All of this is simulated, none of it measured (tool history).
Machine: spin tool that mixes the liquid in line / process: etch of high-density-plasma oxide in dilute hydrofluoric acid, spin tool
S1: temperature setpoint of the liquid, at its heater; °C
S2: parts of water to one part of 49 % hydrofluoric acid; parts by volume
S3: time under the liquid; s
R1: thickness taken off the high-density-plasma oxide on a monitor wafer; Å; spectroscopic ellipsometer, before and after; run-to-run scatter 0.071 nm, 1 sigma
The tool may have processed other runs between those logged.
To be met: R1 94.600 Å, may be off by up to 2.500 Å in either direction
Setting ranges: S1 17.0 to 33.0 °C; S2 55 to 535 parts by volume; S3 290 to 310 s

run 1 day=0.000 | S1=25.0 S2=295 S3=290 | R1=63.092
run 2 day=0.296 | S1=27.5 S2=285 S3=290 | R1=72.169
run 3 day=0.500 | S1=29.0 S2=280 S3=290 | R1=78.522
run 4 day=0.850 | S1=29.0 S2=280 S3=310 | R1=82.380
run 5 day=1.058 | S1=29.0 S2=280 S3=290 | R1=77.022
run 6 day=1.358 | S1=29.0 S2=370 S3=290 | R1=53.771
run 7 day=1.596 | S1=30.0 S2=335 S3=290 | R1=63.111
run 8 day=1.658 | S1=31.0 S2=310 S3=290 | R1=73.364
run 9 day=1.721 | S1=31.5 S2=295 S3=290 | R1=78.409
run 10 day=2.088 | S1=33.0 S2=255 S3=290 | R1=99.726
run 11 day=2.138 | S1=33.0 S2=255 S3=290 | R1=101.430
run 12 day=2.275 | S1=33.0 S2=255 S3=290 | R1=99.953

Which single option among these 4 for the next run brings every result within its allowed miss of target? Just one does.
run A day=2.412 | S1=30.5 S2=235 S3=290 | R1=?
run B day=2.412 | S1=31.0 S2=235 S3=290 | R1=?
run C day=2.412 | S1=33.0 S2=260 S3=310 | R1=?
run D day=2.412 | S1=33.0 S2=280 S3=310 | R1=?

move=A R1=102.420
move=B R1=104.140
move=C R1=104.200
move=D R1=94.459
A: misses by more than the last run did
B: misses by more than the last run did
C: misses by more than the last run did
D: all results land within tolerance of their targets
The right move is D.

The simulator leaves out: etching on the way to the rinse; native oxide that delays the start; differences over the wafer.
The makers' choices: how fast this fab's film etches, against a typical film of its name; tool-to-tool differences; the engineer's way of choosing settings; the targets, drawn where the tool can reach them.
